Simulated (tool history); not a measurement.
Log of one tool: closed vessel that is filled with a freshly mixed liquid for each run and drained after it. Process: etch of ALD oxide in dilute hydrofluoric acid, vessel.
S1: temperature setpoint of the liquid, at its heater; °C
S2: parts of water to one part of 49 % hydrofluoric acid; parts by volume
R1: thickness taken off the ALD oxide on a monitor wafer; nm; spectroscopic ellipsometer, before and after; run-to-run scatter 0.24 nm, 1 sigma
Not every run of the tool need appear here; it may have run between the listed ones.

run 1 hour=0.0 | S1=20.0 S2=100 time_in_the_liquid_(s)=85 | R1=18.4800
run 2 hour=7.6 | S1=20.0 S2=100 time_in_the_liquid_(s)=55 | R1=11.9570
run 3 hour=9.9 | S1=21.0 S2=95 time_in_the_liquid_(s)=55 | R1=12.9890
run 4 hour=12.3 | S1=21.0 S2=95 time_in_the_liquid_(s)=55 | R1=13.1440
run 5 hour=18.3 | S1=21.0 S2=125 time_in_the_liquid_(s)=55 | R1=9.6140
run 6 hour=21.8 | S1=21.0 S2=125 time_in_the_liquid_(s)=55 | R1=9.6328
run 7 hour=30.7 | S1=21.0 S2=110 time_in_the_liquid_(s)=55 | R1=11.0710

Predict the results of run 8:
run 8 hour=33.4 | S1=20.5 S2=100 time_in_the_liquid_(s)=55 | R1=?

Run 8 yielded R1 12.1360 nm.
